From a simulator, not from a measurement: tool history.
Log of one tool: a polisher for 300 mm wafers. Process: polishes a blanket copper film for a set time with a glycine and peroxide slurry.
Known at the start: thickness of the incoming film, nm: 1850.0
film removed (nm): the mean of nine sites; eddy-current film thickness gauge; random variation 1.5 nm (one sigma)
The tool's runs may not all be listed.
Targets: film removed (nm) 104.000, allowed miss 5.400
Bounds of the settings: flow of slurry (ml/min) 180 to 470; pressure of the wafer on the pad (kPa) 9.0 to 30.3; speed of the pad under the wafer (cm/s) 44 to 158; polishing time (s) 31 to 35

run	hour	flow of slurry (ml/min)	pressure of the wafer on the pad (kPa)	speed of the pad under the wafer (cm/s)	polishing time (s)	film removed (nm)
1	0.0	300	19.3	100	35	168.860
2	4.5	300	19.3	118	35	192.050
3	5.6	255	19.3	118	35	188.150
4	9.8	255	17.2	118	35	179.100
5	11.2	255	15.9	110	34	149.720
6	18.9	255	14.5	108	34	138.730
7	23.1	255	13.1	106	34	127.030
8	25.3	255	12.4	106	34	120.570
9	28.8	255	11.7	106	34	112.100

4 next moves are on the table. One of them brings every result within its allowed miss. Which?
A	32.3	230	12.4	106	34	?
B	32.3	215	11.7	130	31	?
C	32.3	235	10.3	124	31	?
D	32.3	275	10.3	102	31	?

move	film removed (nm)
A	117.860
B	119.580
C	105.630
D	92.812
A: further off than the last run
B: further off than the last run
C: meets every target
D: takes the result that was furthest off past its target
Answer: C
